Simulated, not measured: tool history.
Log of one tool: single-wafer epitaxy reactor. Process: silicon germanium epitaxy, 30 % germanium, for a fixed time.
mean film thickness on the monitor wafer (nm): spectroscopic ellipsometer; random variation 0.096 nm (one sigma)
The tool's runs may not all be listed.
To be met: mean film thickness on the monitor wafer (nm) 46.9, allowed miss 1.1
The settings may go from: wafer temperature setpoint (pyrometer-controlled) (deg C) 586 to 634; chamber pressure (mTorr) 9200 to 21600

run,hour,wafer temperature setpoint (pyrometer-controlled) (deg C),chamber pressure (mTorr),mean film thickness on the monitor wafer (nm)
1,0,610,15400,56.652
2,1.1,615,15400,61.657
3,9.4,613,15400,59.597
4,16.2,613,17400,62.575
5,23.7,613,14900,58.87
6,30.9,611,14900,56.786
7,36.1,610,14900,55.897
8,38.4,609,14900,54.986
9,42,608,14900,53.99
10,43.5,607,14900,53.065

5 next moves are on the table. One of them brings every result within its allowed miss. Which?
A,45,599,15100,?
B,45,613,15200,?
C,45,612,16100,?
D,45,602,16900,?
E,45,607,17500,?

move,mean film thickness on the monitor wafer (nm)
A,46.661
B,59.465
C,59.853
D,51.455
E,56.871
A: meets every target
B: further off than the last run
C: further off than the last run
D: nearer than the last run, and not there yet
E: further off than the last run
Answer: A

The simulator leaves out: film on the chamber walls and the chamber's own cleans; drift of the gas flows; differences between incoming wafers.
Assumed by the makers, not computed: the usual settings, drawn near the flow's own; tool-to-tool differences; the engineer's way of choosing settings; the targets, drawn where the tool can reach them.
